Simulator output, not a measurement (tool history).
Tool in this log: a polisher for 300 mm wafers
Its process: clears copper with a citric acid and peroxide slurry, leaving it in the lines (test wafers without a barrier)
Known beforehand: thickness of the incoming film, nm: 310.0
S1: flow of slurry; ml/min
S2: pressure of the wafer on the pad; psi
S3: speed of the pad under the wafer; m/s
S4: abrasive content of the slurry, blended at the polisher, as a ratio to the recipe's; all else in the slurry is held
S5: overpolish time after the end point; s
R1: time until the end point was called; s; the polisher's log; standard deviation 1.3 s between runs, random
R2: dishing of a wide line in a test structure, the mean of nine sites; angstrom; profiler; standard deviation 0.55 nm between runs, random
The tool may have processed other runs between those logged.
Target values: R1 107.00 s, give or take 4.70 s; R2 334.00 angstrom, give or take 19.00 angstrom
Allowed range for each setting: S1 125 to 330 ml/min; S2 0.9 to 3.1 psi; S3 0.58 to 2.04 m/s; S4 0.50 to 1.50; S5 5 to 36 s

run 1 hour=0.0 | S1=210 S2=2.0 S3=1.30 S4=1.00 S5=18 | R1=213.27 R2=214.32
run 2 hour=8.3 | S1=215 S2=2.3 S3=1.34 S4=1.00 S5=17 | R1=176.67 R2=229.22
run 3 hour=12.4 | S1=190 S2=2.3 S3=1.34 S4=1.00 S5=17 | R1=185.55 R2=232.97
run 4 hour=18.0 | S1=145 S2=2.3 S3=1.34 S4=1.00 S5=17 | R1=190.05 R2=227.55
run 5 hour=24.0 | S1=145 S2=2.3 S3=1.08 S4=1.00 S5=17 | R1=233.47 R2=184.93
run 6 hour=24.6 | S1=160 S2=2.5 S3=1.20 S4=1.00 S5=17 | R1=190.24 R2=224.72
run 7 hour=27.6 | S1=175 S2=2.7 S3=1.28 S4=1.00 S5=16 | R1=164.26 R2=241.07
run 8 hour=30.7 | S1=185 S2=2.8 S3=1.36 S4=1.00 S5=16 | R1=149.70 R2=259.18
run 9 hour=35.1 | S1=190 S2=2.9 S3=1.42 S4=1.00 S5=16 | R1=137.73 R2=281.75
run 10 hour=43.7 | S1=200 S2=3.0 S3=1.48 S4=1.00 S5=16 | R1=127.83 R2=308.33

Pick the move, out of 5, that brings all results within their allowed miss; only one does.
run A hour=52.3 | S1=170 S2=3.0 S3=1.74 S4=1.10 S5=15 | R1=? R2=?
run B hour=52.3 | S1=130 S2=3.0 S3=1.30 S4=0.80 S5=23 | R1=? R2=?
run C hour=52.3 | S1=165 S2=2.9 S3=1.42 S4=1.25 S5=15 | R1=? R2=?
run D hour=52.3 | S1=175 S2=2.7 S3=1.50 S4=1.00 S5=17 | R1=? R2=?
run E hour=52.3 | S1=195 S2=2.7 S3=1.24 S4=1.00 S5=20 | R1=? R2=?

move=A R1=109.44 R2=333.69
move=B R1=162.62 R2=343.14
move=C R1=134.28 R2=278.20
move=D R1=143.34 R2=292.61
move=E R1=170.75 R2=289.51
A: all results in spec
B: lands further from the targets than the last run did
C: lands further from the targets than the last run did
D: lands further from the targets than the last run did
E: lands further from the targets than the last run did
So the answer is move A, the one that meets all the targets.
